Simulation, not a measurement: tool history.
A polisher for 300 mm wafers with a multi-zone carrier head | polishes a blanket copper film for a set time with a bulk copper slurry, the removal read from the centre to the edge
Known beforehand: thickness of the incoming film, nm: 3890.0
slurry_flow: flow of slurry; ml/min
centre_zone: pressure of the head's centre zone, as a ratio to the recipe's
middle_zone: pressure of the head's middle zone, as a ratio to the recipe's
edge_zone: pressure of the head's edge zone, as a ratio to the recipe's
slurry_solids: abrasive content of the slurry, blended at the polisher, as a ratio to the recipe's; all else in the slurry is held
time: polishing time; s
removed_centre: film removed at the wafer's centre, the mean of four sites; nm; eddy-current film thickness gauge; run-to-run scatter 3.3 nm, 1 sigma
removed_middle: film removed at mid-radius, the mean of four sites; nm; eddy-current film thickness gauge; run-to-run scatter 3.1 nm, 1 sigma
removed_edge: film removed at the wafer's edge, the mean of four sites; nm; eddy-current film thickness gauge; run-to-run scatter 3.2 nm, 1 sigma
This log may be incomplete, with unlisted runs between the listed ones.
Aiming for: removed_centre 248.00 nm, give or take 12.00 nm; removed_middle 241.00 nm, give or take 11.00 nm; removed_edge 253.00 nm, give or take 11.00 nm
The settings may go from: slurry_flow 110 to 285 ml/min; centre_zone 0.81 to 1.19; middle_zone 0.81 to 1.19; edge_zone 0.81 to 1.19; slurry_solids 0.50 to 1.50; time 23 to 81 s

| run | hour | slurry_flow | centre_zone | middle_zone | edge_zone | slurry_solids | time | removed_centre | removed_middle | removed_edge |
|---|---|---|---|---|---|---|---|---|---|---|
| 1 | 0.0 | 180 | 1.00 | 1.00 | 1.00 | 1.00 | 52 | 493.11 | 503.20 | 503.58 |
| 2 | 2.5 | 150 | 1.00 | 1.00 | 1.00 | 1.00 | 52 | 471.99 | 484.24 | 485.99 |
| 3 | 6.9 | 150 | 1.00 | 1.00 | 1.07 | 1.00 | 52 | 481.70 | 475.24 | 505.38 |
| 4 | 11.7 | 135 | 1.00 | 1.00 | 1.07 | 1.00 | 52 | 465.46 | 477.77 | 496.44 |
| 5 | 19.3 | 135 | 1.00 | 0.98 | 1.04 | 0.85 | 44 | 383.23 | 384.38 | 412.78 |
| 6 | 20.3 | 135 | 1.00 | 0.98 | 1.04 | 0.65 | 44 | 358.29 | 362.81 | 386.86 |
| 7 | 22.7 | 135 | 1.01 | 0.97 | 1.01 | 0.60 | 38 | 307.18 | 309.67 | 325.27 |
| 8 | 30.9 | 135 | 1.01 | 0.95 | 0.98 | 0.55 | 36 | 295.88 | 274.45 | 297.73 |
| 9 | 37.6 | 130 | 0.91 | 0.97 | 0.88 | 0.50 | 32 | 226.11 | 246.96 | 252.48 |
| 10 | 44.5 | 135 | 0.93 | 0.96 | 0.88 | 0.50 | 32 | 232.26 | 249.58 | 252.34 |

Which one of the following 5 next-run settings gets every result inside its allowed miss? There is exactly one.
| A | 51.4 | 110 | 1.01 | 0.97 | 0.95 | 0.50 | 33 | ? | ? | ? |
| B | 51.4 | 165 | 0.97 | 0.94 | 0.87 | 0.50 | 33 | ? | ? | ? |
| C | 51.4 | 125 | 0.86 | 1.13 | 0.83 | 0.50 | 34 | ? | ? | ? |
| D | 51.4 | 110 | 0.84 | 0.87 | 0.98 | 0.65 | 32 | ? | ? | ? |
| E | 51.4 | 110 | 0.89 | 0.95 | 0.90 | 0.55 | 33 | ? | ? | ? |

| move | removed_centre | removed_middle | removed_edge |
|---|---|---|---|
| A | 250.41 | 244.96 | 254.77 |
| B | 267.11 | 263.65 | 261.25 |
| C | 228.20 | 287.91 | 252.23 |
| D | 210.90 | 232.92 | 262.64 |
| E | 224.00 | 245.94 | 252.55 |
A: hits every target within its allowed miss
B: carries the result that was furthest off beyond its target, to the other side
C: lands further from the targets than the last run did
D: lands further from the targets than the last run did
E: lands further from the targets than the last run did
A meets every target.

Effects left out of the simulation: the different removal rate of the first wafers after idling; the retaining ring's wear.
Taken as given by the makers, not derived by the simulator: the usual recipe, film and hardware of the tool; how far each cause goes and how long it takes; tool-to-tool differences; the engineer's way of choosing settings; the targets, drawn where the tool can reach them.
